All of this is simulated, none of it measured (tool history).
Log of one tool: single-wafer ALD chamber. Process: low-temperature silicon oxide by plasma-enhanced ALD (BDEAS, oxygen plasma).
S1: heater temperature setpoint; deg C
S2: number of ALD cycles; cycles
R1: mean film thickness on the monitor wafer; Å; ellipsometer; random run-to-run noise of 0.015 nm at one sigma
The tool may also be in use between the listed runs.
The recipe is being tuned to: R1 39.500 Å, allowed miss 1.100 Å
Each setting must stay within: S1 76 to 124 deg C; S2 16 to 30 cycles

run 1 hour=0.0 | S1=100 S2=23 | R1=31.869
run 2 hour=8.2 | S1=99 S2=23 | R1=31.945
run 3 hour=13.1 | S1=96 S2=26 | R1=36.338
run 4 hour=17.7 | S1=95 S2=27 | R1=37.908
run 5 hour=26.7 | S1=95 S2=24 | R1=33.788
run 6 hour=30.3 | S1=91 S2=24 | R1=34.146
run 7 hour=39.3 | S1=90 S2=24 | R1=34.317
run 8 hour=42.8 | S1=90 S2=24 | R1=34.321
run 9 hour=44.9 | S1=89 S2=24 | R1=34.476
run 10 hour=47.2 | S1=89 S2=24 | R1=34.519

Which one of the following 4 next-run settings gets every result inside its allowed miss? There is exactly one.
run A hour=49.5 | S1=84 S2=25 | R1=?
run B hour=49.5 | S1=81 S2=25 | R1=?
run C hour=49.5 | S1=95 S2=28 | R1=?
run D hour=49.5 | S1=77 S2=25 | R1=?

move=A R1=36.326
move=B R1=36.656
move=C R1=39.332
move=D R1=37.095
A: nearer the targets than the last run, but a result is still out of spec
B: nearer the targets than the last run, but a result is still out of spec
C: every result lands within tolerance
D: nearer the targets than the last run, but a result is still out of spec
Answer: C
